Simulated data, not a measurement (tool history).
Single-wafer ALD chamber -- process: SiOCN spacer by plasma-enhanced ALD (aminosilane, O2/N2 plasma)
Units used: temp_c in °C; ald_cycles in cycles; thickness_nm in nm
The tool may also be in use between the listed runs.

run  hour  temp_c  ald_cycles  thickness_nm
  1   0.0     420          46        2.5835
  2   4.1     420          51        2.8618
  3   9.4     431          51        2.7620
  4  15.2     431          56        3.0237
  5  16.8     431          58        3.1404
  6  24.8     425          58        3.1997
  7  28.5     427          56        3.0619
  8  34.3     429          54        2.9462
  9  37.6     431          53        2.8597
 10  39.0     433          52        2.7962
 11  41.7     434          51        2.7567
 12  50.5     435          50        2.6724

Run 13, settings as shown, results not yet in. Your forecast:
 13  51.8     436          49             ?

thickness_nm: 2.6025 nm

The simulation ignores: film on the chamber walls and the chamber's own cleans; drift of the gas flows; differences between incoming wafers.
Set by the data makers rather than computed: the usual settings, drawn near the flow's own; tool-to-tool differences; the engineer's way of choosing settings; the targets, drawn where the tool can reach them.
